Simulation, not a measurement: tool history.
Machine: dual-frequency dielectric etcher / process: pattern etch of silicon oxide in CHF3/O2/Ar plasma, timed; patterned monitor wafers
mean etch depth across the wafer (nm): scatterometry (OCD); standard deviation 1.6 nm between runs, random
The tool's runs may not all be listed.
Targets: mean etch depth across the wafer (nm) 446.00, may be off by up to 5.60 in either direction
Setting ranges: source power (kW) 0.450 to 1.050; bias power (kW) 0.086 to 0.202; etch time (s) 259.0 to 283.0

run	hour	source power (kW)	bias power (kW)	etch time (s)	mean etch depth across the wafer (nm)
1	0.0	0.750	0.144	283.0	515.40
2	5.3	0.830	0.144	283.0	532.41
3	10.0	0.770	0.142	283.0	518.14
4	12.7	0.770	0.142	259.0	473.29
5	13.5	0.750	0.142	259.0	471.18
6	19.6	0.730	0.142	259.0	467.81
7	24.5	0.720	0.142	259.0	465.25
8	32.0	0.710	0.142	259.0	462.91
9	33.9	0.700	0.142	259.0	455.97
10	37.3	0.690	0.142	259.0	456.13
11	40.5	0.680	0.142	259.0	455.30
12	46.0	0.670	0.142	259.0	452.29

Next run, 5 choices. One meets every target within its allowed miss, the rest don't. Which?
A	51.5	0.630	0.130	274.0	?
B	51.5	0.680	0.137	265.5	?
C	51.5	0.640	0.133	274.0	?
D	51.5	0.660	0.135	261.5	?
E	51.5	0.720	0.136	259.0	?

move	mean etch depth across the wafer (nm)
A	454.54
B	460.25
C	460.77
D	446.55
E	455.99
A: moves away from the targets compared with the last run
B: moves away from the targets compared with the last run
C: moves away from the targets compared with the last run
D: meets every target
E: moves away from the targets compared with the last run
The move that meets every target is D.
